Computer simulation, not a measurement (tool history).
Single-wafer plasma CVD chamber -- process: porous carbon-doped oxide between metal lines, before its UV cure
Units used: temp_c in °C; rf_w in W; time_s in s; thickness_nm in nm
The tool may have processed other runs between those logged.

run 1 hour=0.0 | temp_c=320 rf_w=660 time_s=33.9 | thickness_nm=190.91
run 2 hour=8.5 | temp_c=309 rf_w=660 time_s=33.9 | thickness_nm=199.28
run 3 hour=14.2 | temp_c=309 rf_w=660 time_s=32.2 | thickness_nm=190.55
run 4 hour=21.5 | temp_c=309 rf_w=660 time_s=32.2 | thickness_nm=190.54
run 5 hour=28.4 | temp_c=307 rf_w=685 time_s=32.3 | thickness_nm=198.23
run 6 hour=35.7 | temp_c=307 rf_w=635 time_s=32.3 | thickness_nm=190.15
run 7 hour=36.8 | temp_c=305 rf_w=660 time_s=32.4 | thickness_nm=195.88
run 8 hour=37.8 | temp_c=303 rf_w=680 time_s=32.5 | thickness_nm=202.37

Predict the results of run 9:
run 9 hour=38.6 | temp_c=302 rf_w=690 time_s=32.5 | thickness_nm=?

{"run 9": {"thickness_nm": 205.66}}
